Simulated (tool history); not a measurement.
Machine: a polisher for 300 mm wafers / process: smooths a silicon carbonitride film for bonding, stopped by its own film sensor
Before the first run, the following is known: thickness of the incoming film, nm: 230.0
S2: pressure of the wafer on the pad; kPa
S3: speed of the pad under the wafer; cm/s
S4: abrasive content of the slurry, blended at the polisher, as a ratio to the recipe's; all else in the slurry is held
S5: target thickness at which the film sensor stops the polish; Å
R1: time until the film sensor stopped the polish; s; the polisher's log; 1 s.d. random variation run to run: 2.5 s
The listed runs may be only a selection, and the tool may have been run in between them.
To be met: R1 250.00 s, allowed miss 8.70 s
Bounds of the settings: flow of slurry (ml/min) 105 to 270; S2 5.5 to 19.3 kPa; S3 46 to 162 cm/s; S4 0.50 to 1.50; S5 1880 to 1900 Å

run 1 hour=0.0 | flow_of_slurry_(ml/min)=175 S2=12.4 S3=104 S4=1.00 S5=1900 | R1=179.42
run 2 hour=5.8 | flow_of_slurry_(ml/min)=175 S2=12.4 S3=120 S4=1.00 S5=1900 | R1=160.43
run 3 hour=10.2 | flow_of_slurry_(ml/min)=175 S2=12.4 S3=120 S4=1.00 S5=1880 | R1=168.47
run 4 hour=11.3 | flow_of_slurry_(ml/min)=175 S2=12.4 S3=120 S4=1.15 S5=1880 | R1=154.40
run 5 hour=15.6 | flow_of_slurry_(ml/min)=175 S2=11.0 S3=120 S4=1.15 S5=1880 | R1=167.34
run 6 hour=19.8 | flow_of_slurry_(ml/min)=175 S2=9.7 S3=118 S4=1.15 S5=1880 | R1=195.42
run 7 hour=25.4 | flow_of_slurry_(ml/min)=175 S2=9.0 S3=118 S4=1.15 S5=1880 | R1=202.97
run 8 hour=25.9 | flow_of_slurry_(ml/min)=175 S2=8.3 S3=118 S4=1.15 S5=1880 | R1=221.60
run 9 hour=29.2 | flow_of_slurry_(ml/min)=170 S2=7.6 S3=118 S4=1.15 S5=1880 | R1=235.90
run 10 hour=37.6 | flow_of_slurry_(ml/min)=165 S2=7.6 S3=118 S4=1.15 S5=1880 | R1=236.10
run 11 hour=40.2 | flow_of_slurry_(ml/min)=160 S2=7.6 S3=118 S4=1.15 S5=1880 | R1=238.66
run 12 hour=46.0 | flow_of_slurry_(ml/min)=155 S2=7.6 S3=118 S4=1.15 S5=1880 | R1=240.08

5 next moves are on the table. One of them brings every result within its allowed miss. Which?
run A hour=51.8 | flow_of_slurry_(ml/min)=180 S2=6.2 S3=144 S4=1.40 S5=1880 | R1=?
run B hour=51.8 | flow_of_slurry_(ml/min)=145 S2=6.9 S3=116 S4=1.35 S5=1880 | R1=?
run C hour=51.8 | flow_of_slurry_(ml/min)=150 S2=8.3 S3=114 S4=1.20 S5=1890 | R1=?
run D hour=51.8 | flow_of_slurry_(ml/min)=130 S2=7.6 S3=134 S4=1.00 S5=1900 | R1=?
run E hour=51.8 | flow_of_slurry_(ml/min)=140 S2=6.9 S3=124 S4=1.30 S5=1890 | R1=?

move=A R1=214.84
move=B R1=244.47
move=C R1=218.75
move=D R1=225.79
move=E R1=231.03
A: lands further from the targets than the last run did
B: meets every target
C: lands further from the targets than the last run did
D: lands further from the targets than the last run did
E: lands further from the targets than the last run did
B is the move that brings every result within its allowed miss.
